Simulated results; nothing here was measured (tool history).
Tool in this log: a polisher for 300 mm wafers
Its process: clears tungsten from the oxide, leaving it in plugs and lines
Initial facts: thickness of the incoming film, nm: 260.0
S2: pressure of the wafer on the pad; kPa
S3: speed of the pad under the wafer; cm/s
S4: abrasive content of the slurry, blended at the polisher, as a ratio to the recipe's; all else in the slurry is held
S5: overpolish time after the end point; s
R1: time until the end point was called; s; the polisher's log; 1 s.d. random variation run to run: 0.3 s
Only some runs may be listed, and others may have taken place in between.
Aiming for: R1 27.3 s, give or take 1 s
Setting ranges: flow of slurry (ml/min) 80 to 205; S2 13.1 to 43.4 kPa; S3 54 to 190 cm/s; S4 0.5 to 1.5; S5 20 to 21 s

{"run": 1, "hour": 0.0, "flow of slurry (ml/min)": 135, "S2": 28.3, "S3": 122, "S4": 1, "S5": 20, "R1": 45.781}
{"run": 2, "hour": 7.4, "flow of slurry (ml/min)": 140, "S2": 30.3, "S3": 122, "S4": 1, "S5": 20, "R1": 42.618}
{"run": 3, "hour": 8.2, "flow of slurry (ml/min)": 140, "S2": 30.3, "S3": 152, "S4": 1, "S5": 20, "R1": 36.068}
{"run": 4, "hour": 14.2, "flow of slurry (ml/min)": 140, "S2": 31.7, "S3": 152, "S4": 1, "S5": 20, "R1": 34.088}
{"run": 5, "hour": 21.4, "flow of slurry (ml/min)": 140, "S2": 34.5, "S3": 152, "S4": 1, "S5": 20, "R1": 31.736}
{"run": 6, "hour": 23.8, "flow of slurry (ml/min)": 115, "S2": 34.5, "S3": 152, "S4": 1, "S5": 20, "R1": 33.109}
{"run": 7, "hour": 29.7, "flow of slurry (ml/min)": 120, "S2": 35.2, "S3": 152, "S4": 1, "S5": 20, "R1": 32.892}
{"run": 8, "hour": 34.6, "flow of slurry (ml/min)": 130, "S2": 35.9, "S3": 152, "S4": 1, "S5": 20, "R1": 31.518}
{"run": 9, "hour": 42.8, "flow of slurry (ml/min)": 135, "S2": 36.5, "S3": 152, "S4": 1, "S5": 20, "R1": 31.33}
{"run": 10, "hour": 45.5, "flow of slurry (ml/min)": 135, "S2": 37.2, "S3": 152, "S4": 1, "S5": 20, "R1": 30.762}
{"run": 11, "hour": 53.0, "flow of slurry (ml/min)": 135, "S2": 37.9, "S3": 152, "S4": 1, "S5": 20, "R1": 30.26}
{"run": 12, "hour": 56.9, "flow of slurry (ml/min)": 135, "S2": 38.6, "S3": 152, "S4": 1, "S5": 20, "R1": 29.461}
{"run": 13, "hour": 59.5, "flow of slurry (ml/min)": 135, "S2": 39.3, "S3": 152, "S4": 1, "S5": 20, "R1": 29.502}

Next run, 5 choices. One meets every target within its allowed miss, the rest don't. Which?
{"run": "A", "hour": 62.1, "flow of slurry (ml/min)": 145, "S2": 42.1, "S3": 154, "S4": 0.95, "S5": 20, "R1": "?"}
{"run": "B", "hour": 62.1, "flow of slurry (ml/min)": 145, "S2": 35.2, "S3": 154, "S4": 1, "S5": 21, "R1": "?"}
{"run": "C", "hour": 62.1, "flow of slurry (ml/min)": 100, "S2": 39.3, "S3": 148, "S4": 1.1, "S5": 20, "R1": "?"}
{"run": "D", "hour": 62.1, "flow of slurry (ml/min)": 125, "S2": 39.3, "S3": 142, "S4": 0.95, "S5": 20, "R1": "?"}
{"run": "E", "hour": 62.1, "flow of slurry (ml/min)": 135, "S2": 37.9, "S3": 150, "S4": 0.85, "S5": 21, "R1": "?"}

move=A R1=27.407
move=B R1=31.124
move=C R1=31.797
move=D R1=31.903
move=E R1=31.36
A: in spec on every target
B: its largest miss is bigger than the last run's
C: its largest miss is bigger than the last run's
D: its largest miss is bigger than the last run's
E: its largest miss is bigger than the last run's
So the answer is move A, the one that meets all the targets.
